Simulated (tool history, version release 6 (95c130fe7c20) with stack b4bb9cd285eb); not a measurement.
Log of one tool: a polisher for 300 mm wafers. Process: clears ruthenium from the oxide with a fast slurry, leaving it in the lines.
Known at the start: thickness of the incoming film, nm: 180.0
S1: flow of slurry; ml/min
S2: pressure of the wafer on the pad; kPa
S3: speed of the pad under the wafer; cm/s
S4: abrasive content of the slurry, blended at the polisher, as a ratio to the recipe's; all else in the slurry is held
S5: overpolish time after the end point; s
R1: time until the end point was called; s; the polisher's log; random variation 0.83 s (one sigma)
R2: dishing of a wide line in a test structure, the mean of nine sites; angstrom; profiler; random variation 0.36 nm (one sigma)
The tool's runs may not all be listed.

{"run": 1, "hour": 0.0, "S1": 250, "S2": 15.2, "S3": 124, "S4": 1.0, "S5": 24, "R1": 49.087, "R2": 610.88}
{"run": 2, "hour": 4.9, "S1": 250, "S2": 13.8, "S3": 124, "S4": 1.0, "S5": 19, "R1": 52.602, "R2": 469.62}
{"run": 3, "hour": 13.2, "S1": 250, "S2": 13.8, "S3": 124, "S4": 1.0, "S5": 14, "R1": 51.82, "R2": 362.23}
{"run": 4, "hour": 16.5, "S1": 250, "S2": 13.8, "S3": 98, "S4": 1.0, "S5": 14, "R1": 66.811, "R2": 303.99}
{"run": 5, "hour": 18.0, "S1": 250, "S2": 13.8, "S3": 98, "S4": 1.0, "S5": 22, "R1": 66.946, "R2": 453.12}
{"run": 6, "hour": 19.0, "S1": 250, "S2": 13.8, "S3": 98, "S4": 1.0, "S5": 18, "R1": 66.377, "R2": 376.59}
{"run": 7, "hour": 27.8, "S1": 250, "S2": 13.8, "S3": 98, "S4": 1.0, "S5": 18, "R1": 68.92, "R2": 381.13}
{"run": 8, "hour": 34.6, "S1": 245, "S2": 13.8, "S3": 104, "S4": 0.9, "S5": 15, "R1": 67.268, "R2": 318.71}
{"run": 9, "hour": 42.7, "S1": 245, "S2": 14.5, "S3": 104, "S4": 0.85, "S5": 13, "R1": 66.768, "R2": 288.25}
{"run": 10, "hour": 49.1, "S1": 245, "S2": 14.5, "S3": 104, "S4": 0.85, "S5": 13, "R1": 66.56, "R2": 286.4}
{"run": 11, "hour": 50.6, "S1": 245, "S2": 14.5, "S3": 104, "S4": 0.85, "S5": 13, "R1": 66.5, "R2": 290.96}

The next listed run, before its measurement:
{"run": 12, "hour": 59.5, "S1": 245, "S2": 15.2, "S3": 104, "S4": 0.8, "S5": 11, "R1": "?", "R2": "?"}

Run 12 gave R1 65.324 s, R2 246.14 angstrom.

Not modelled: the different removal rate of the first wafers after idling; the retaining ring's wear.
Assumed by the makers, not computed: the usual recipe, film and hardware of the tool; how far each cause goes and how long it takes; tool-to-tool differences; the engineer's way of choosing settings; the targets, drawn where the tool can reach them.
